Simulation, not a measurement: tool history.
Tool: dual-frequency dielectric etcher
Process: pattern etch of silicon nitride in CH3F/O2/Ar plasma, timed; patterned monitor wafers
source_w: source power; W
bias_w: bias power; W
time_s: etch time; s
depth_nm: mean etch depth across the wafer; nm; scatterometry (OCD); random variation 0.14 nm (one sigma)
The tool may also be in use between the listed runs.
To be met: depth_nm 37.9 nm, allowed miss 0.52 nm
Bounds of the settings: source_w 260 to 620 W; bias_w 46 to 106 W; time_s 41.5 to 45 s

| run | hour | source_w | bias_w | time_s | depth_nm |
|---|---|---|---|---|---|
| 1 | 0 | 440 | 76 | 45 | 33.835 |
| 2 | 1.1 | 460 | 76 | 45 | 34.501 |
| 3 | 7.4 | 410 | 76 | 45 | 33.046 |
| 4 | 14.5 | 440 | 77 | 45 | 33.769 |
| 5 | 23 | 440 | 77 | 45 | 34.106 |
| 6 | 30.5 | 460 | 77 | 45 | 34.722 |
| 7 | 34.6 | 480 | 77 | 45 | 35.309 |
|  | 35.2 | bias power generator calibrated |
| 8 | 35.2 | 490 | 77 | 45 | 35.909 |

Which of these 4 next moves meets every target?
| A | 35.8 | 490 | 83 | 44.5 | ? |
| B | 35.8 | 540 | 70 | 43.5 | ? |
| C | 35.8 | 540 | 85 | 44.5 | ? |
| D | 35.8 | 440 | 82 | 43 | ? |

| move | depth_nm |
|---|---|
| A | 36.14 |
| B | 35.554 |
| C | 37.849 |
| D | 33.266 |
A: nearer than the last run, and not there yet
B: further off than the last run
C: meets every target
D: further off than the last run
Answer: C
